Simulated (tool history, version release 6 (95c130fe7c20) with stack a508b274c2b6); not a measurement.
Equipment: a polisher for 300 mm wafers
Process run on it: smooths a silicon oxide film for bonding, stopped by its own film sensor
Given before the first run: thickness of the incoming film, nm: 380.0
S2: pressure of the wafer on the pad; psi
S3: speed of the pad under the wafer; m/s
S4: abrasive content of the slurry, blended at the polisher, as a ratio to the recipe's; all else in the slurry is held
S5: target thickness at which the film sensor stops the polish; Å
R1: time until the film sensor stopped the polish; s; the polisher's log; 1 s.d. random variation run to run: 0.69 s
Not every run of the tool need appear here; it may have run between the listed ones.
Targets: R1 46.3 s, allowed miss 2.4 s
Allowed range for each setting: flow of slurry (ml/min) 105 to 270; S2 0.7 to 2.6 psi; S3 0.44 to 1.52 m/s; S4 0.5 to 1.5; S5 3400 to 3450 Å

Run 1, hour 0: flow of slurry (ml/min) 175, S2 1.6 psi, S3 0.98 m/s, S4 1, S5 3400 Å. Result: R1 59.616 s.
Run 2, hour 1: flow of slurry (ml/min) 175, S2 1.6 psi, S3 0.78 m/s, S4 1, S5 3400 Å. Result: R1 69.029 s.
Run 3, hour 4.8: flow of slurry (ml/min) 205, S2 1.6 psi, S3 0.78 m/s, S4 1, S5 3400 Å. Result: R1 65.783 s.
Run 4, hour 7: flow of slurry (ml/min) 210, S2 1.7 psi, S3 0.78 m/s, S4 1, S5 3400 Å. Result: R1 61.721 s.
Run 5, hour 11: flow of slurry (ml/min) 210, S2 1.9 psi, S3 0.78 m/s, S4 1, S5 3400 Å. Result: R1 55.447 s.
Run 6, hour 15: flow of slurry (ml/min) 225, S2 1.9 psi, S3 0.78 m/s, S4 1, S5 3400 Å. Result: R1 56.061 s.
Run 7, hour 19.4: flow of slurry (ml/min) 225, S2 2 psi, S3 0.78 m/s, S4 1, S5 3400 Å. Result: R1 54.112 s.
Run 8, hour 22.9: flow of slurry (ml/min) 225, S2 2.1 psi, S3 0.78 m/s, S4 1, S5 3400 Å. Result: R1 50.278 s.

Next run, 4 choices. One meets every target within its allowed miss, the rest don't. Which?
Run A, hour 26.4: flow of slurry (ml/min) 235, S2 2.5 psi, S3 0.68 m/s, S4 1, S5 3400 Å. Result: R1 ?.
Run B, hour 26.4: flow of slurry (ml/min) 200, S2 2.1 psi, S3 0.72 m/s, S4 1, S5 3400 Å. Result: R1 ?.
Run C, hour 26.4: flow of slurry (ml/min) 270, S2 2.1 psi, S3 0.9 m/s, S4 0.5, S5 3400 Å. Result: R1 ?.
Run D, hour 26.4: flow of slurry (ml/min) 215, S2 2.1 psi, S3 0.7 m/s, S4 0.9, S5 3410 Å. Result: R1 ?.

move      R1
   A  45.435
   B  53.361
   C  54.475
   D  53.828
A: all results in spec
B: lands further from the targets than the last run did
C: lands further from the targets than the last run did
D: lands further from the targets than the last run did
Answer: A
